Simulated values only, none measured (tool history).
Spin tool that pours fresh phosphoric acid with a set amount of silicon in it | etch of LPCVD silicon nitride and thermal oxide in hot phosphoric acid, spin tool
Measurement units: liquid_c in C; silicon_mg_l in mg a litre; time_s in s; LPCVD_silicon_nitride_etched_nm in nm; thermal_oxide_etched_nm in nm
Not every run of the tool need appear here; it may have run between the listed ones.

| run | hour | liquid_c | silicon_mg_l | time_s | LPCVD_silicon_nitride_etched_nm | thermal_oxide_etched_nm |
|---|---|---|---|---|---|---|
| 1 | 0.0 | 163.0 | 17.5 | 95 | 9.2842 | 0.24601 |
| 2 | 3.1 | 163.0 | 7.5 | 95 | 9.3950 | 0.33506 |
| 3 | 8.2 | 164.0 | 15.0 | 105 | 10.6420 | 0.31355 |
| 4 | 13.6 | 164.0 | 9.5 | 105 | 10.5670 | 0.26675 |
| 5 | 20.1 | 165.0 | 10.5 | 110 | 11.5780 | 0.42737 |
| 6 | 26.7 | 165.0 | 10.5 | 85 | 8.8775 | 0.22135 |
| 7 | 31.1 | 167.5 | 21.5 | 130 | 14.6800 | 0.44987 |
| 8 | 37.4 | 167.5 | 26.0 | 130 | 14.6220 | 0.29419 |
| 9 | 45.2 | 167.5 | 28.0 | 130 | 14.8020 | 0.26053 |

For run 10, what comes out?
| 10 | 46.9 | 167.5 | 29.0 | 130 | ? | ? |

LPCVD_silicon_nitride_etched_nm: 14.6600 nm
thermal_oxide_etched_nm: 0.29152 nm
